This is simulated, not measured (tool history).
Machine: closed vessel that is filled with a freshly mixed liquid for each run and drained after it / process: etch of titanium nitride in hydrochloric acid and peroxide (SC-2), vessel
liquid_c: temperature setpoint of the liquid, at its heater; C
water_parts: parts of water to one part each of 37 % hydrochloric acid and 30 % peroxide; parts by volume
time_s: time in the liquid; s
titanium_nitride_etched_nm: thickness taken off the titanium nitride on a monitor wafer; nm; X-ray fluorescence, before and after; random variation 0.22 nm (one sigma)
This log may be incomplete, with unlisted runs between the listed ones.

run	hour	liquid_c	water_parts	time_s	titanium_nitride_etched_nm
1	0	58	6.5	990	34.505
2	8.9	57.5	6.5	990	33.257
3	12.3	57.5	6.5	990	33.074
4	13.4	57	6.5	990	32.422
5	20.8	57	6.5	1060	34.449
6	23.3	57	5.5	1060	39.297
7	26.2	56	5.5	1060	36.844

Run 8 is up next; what results do you expect?
8	28.7	56	5.5	1060	?

{"run 8": {"titanium_nitride_etched_nm": 37.021}}
